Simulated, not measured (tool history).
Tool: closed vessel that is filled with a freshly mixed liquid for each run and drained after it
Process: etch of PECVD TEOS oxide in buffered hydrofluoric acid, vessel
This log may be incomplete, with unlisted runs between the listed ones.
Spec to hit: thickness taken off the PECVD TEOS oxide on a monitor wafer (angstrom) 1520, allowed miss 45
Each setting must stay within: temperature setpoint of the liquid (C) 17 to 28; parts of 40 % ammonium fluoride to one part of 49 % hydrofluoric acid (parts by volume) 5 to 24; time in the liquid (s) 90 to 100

run	hour	temperature setpoint of the liquid (C)	parts of 40 % ammonium fluoride to one part of 49 % hydrofluoric acid (parts by volume)	time in the liquid (s)	thickness taken off the PECVD TEOS oxide on a monitor wafer (angstrom)
1	0	20	14.5	90	734.49
2	8	20	13	90	828.08
3	15.3	22.5	12	90	1026.8
4	16.3	22.5	10.5	90	1168.2
5	18.2	24	10.5	90	1254.7
6	21.8	24	10.5	90	1277.2
7	24	25	10.5	90	1340.6
8	28	25.5	10.5	90	1394
9	36.2	26	10.5	90	1410.8
10	39.6	26.5	10.5	90	1446

Below are 5 possible settings for the next run. Only one of them brings all results inside the allowed miss of their targets. Which is it?
A	43	28	11.5	100	?
B	43	23	7.5	90	?
C	43	26.5	10	95	?
D	43	26	9	95	?
E	43	28	11	90	?

move	thickness taken off the PECVD TEOS oxide on a monitor wafer (angstrom)
A	1586.2
B	1625.7
C	1593.7
D	1657.6
E	1490.8
A: takes the biggest miss from the last run beyond its target
B: takes the biggest miss from the last run beyond its target
C: takes the biggest miss from the last run beyond its target
D: takes the biggest miss from the last run beyond its target
E: hits every target within its allowed miss
The move that meets every target is E.
